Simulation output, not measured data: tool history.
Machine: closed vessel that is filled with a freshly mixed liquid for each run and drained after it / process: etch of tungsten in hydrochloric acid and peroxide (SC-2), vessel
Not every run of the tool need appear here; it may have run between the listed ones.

run	hour	temperature setpoint of the liquid (°C)	parts of water to one part each of 37 % hydrochloric acid and 30 % peroxide (parts by volume)	time in the liquid (s)	thickness taken off the tungsten on a monitor wafer (angstrom)
1	0.0	47.0	11	60	82.499
2	4.6	41.5	11	60	57.613
3	7.9	35.0	11	60	35.302
4	12.8	35.0	11	60	35.344
5	19.7	41.0	11	60	54.694
6	27.2	43.0	11	60	62.562
7	33.1	44.5	11	60	69.516
8	41.2	46.0	11	60	75.955

What will run 9 give?
9	46.5	47.0	11	60	?

{"run 9": {"thickness taken off the tungsten on a monitor wafer (angstrom)": 82.549}}
